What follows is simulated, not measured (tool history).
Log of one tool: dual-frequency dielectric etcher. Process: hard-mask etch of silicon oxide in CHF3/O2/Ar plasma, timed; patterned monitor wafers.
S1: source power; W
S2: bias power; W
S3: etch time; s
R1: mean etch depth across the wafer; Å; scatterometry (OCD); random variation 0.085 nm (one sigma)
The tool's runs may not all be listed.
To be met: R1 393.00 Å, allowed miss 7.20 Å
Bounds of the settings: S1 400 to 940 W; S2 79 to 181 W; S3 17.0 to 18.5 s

{"run": 1, "day": 0.0, "S1": 670, "S2": 130, "S3": 18.5, "R1": 345.41}
{"run": 2, "day": 0.304, "S1": 700, "S2": 131, "S3": 18.5, "R1": 350.56}
{"run": 3, "day": 0.5, "S1": 700, "S2": 153, "S3": 18.5, "R1": 367.88}
{"run": 4, "day": 0.817, "S1": 790, "S2": 153, "S3": 18.5, "R1": 381.56}
{"run": 5, "day": 0.954, "S1": 790, "S2": 136, "S3": 18.5, "R1": 368.7}
{"run": 6, "day": 1.167, "S1": 790, "S2": 125, "S3": 18.5, "R1": 359.09}
{"run": 7, "day": 1.417, "S1": 930, "S2": 131, "S3": 18.5, "R1": 384.71}
{"run": 8, "day": 1.617, "S1": 930, "S2": 132, "S3": 18.5, "R1": 385.36}

4 next moves are on the table. One of them brings every result within its allowed miss. Which?
{"run": "A", "day": 1.817, "S1": 930, "S2": 125, "S3": 18.0, "R1": "?"}
{"run": "B", "day": 1.817, "S1": 940, "S2": 162, "S3": 17.5, "R1": "?"}
{"run": "C", "day": 1.817, "S1": 920, "S2": 135, "S3": 18.0, "R1": "?"}
{"run": "D", "day": 1.817, "S1": 940, "S2": 144, "S3": 17.5, "R1": "?"}

move=A R1=367.65
move=B R1=389.37
move=C R1=375.16
move=D R1=374.92
A: further off than the last run
B: meets every target
C: further off than the last run
D: further off than the last run
The right move is B.
